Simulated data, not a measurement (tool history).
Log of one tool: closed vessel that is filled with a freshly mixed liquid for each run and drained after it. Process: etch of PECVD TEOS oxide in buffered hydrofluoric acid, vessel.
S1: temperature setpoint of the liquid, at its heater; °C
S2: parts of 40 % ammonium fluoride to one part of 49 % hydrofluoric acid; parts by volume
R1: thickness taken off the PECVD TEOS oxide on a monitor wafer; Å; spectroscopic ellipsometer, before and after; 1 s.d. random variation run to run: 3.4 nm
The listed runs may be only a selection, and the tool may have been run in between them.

run 1 hour=0.0 | S1=24.0 S2=15.5 time_in_the_liquid_(s)=90 | R1=1283.5
run 2 hour=7.0 | S1=24.0 S2=13.0 time_in_the_liquid_(s)=90 | R1=1545.8
run 3 hour=16.0 | S1=26.0 S2=11.0 time_in_the_liquid_(s)=90 | R1=2042.6
run 4 hour=24.8 | S1=26.0 S2=13.0 time_in_the_liquid_(s)=90 | R1=1720.0
run 5 hour=31.7 | S1=27.5 S2=11.0 time_in_the_liquid_(s)=90 | R1=2156.2
run 6 hour=33.8 | S1=27.5 S2=11.0 time_in_the_liquid_(s)=90 | R1=2195.7
run 7 hour=35.1 | S1=27.5 S2=11.0 time_in_the_liquid_(s)=90 | R1=2218.0
run 8 hour=36.9 | S1=27.5 S2=11.0 time_in_the_liquid_(s)=90 | R1=2189.5
run 9 hour=45.8 | S1=28.5 S2=9.5 time_in_the_liquid_(s)=90 | R1=2672.0

What will run 10 give?
-- hour=53.7 thermometer replaced
run 10 hour=53.7 | S1=28.5 S2=9.5 time_in_the_liquid_(s)=90 | R1=?

Logged for run 10: R1 2983.6 Å.
